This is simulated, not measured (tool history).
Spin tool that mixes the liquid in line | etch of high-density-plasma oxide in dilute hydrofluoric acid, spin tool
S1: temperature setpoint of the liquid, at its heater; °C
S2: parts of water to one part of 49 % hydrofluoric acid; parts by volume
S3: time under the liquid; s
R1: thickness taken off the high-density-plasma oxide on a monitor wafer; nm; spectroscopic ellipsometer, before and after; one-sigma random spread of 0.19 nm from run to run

| run | hour | S1 | S2 | S3 | R1 |
|---|---|---|---|---|---|
| 1 | 0 | 23 | 125 | 305 | 25.38 |
| 2 | 6.1 | 23 | 90 | 305 | 36.233 |
| 3 | 12.7 | 24 | 90 | 305 | 37.932 |
| 4 | 19.2 | 24 | 60 | 305 | 58.923 |
| 5 | 23.5 | 24 | 30 | 305 | 123.03 |
| 6 | 29.9 | 27.5 | 30 | 305 | 141.46 |
| 7 | 34.6 | 26 | 30 | 305 | 132.93 |
| 8 | 40.6 | 25 | 30 | 305 | 127.66 |
| 9 | 48.7 | 24 | 35 | 305 | 104.77 |
| 10 | 52.6 | 23 | 35 | 305 | 100.15 |

What does the tool deliver on the next run?
| 11 | 58.4 | 19 | 80 | 305 | ? |

{"run 11": {"R1": 35.333}}

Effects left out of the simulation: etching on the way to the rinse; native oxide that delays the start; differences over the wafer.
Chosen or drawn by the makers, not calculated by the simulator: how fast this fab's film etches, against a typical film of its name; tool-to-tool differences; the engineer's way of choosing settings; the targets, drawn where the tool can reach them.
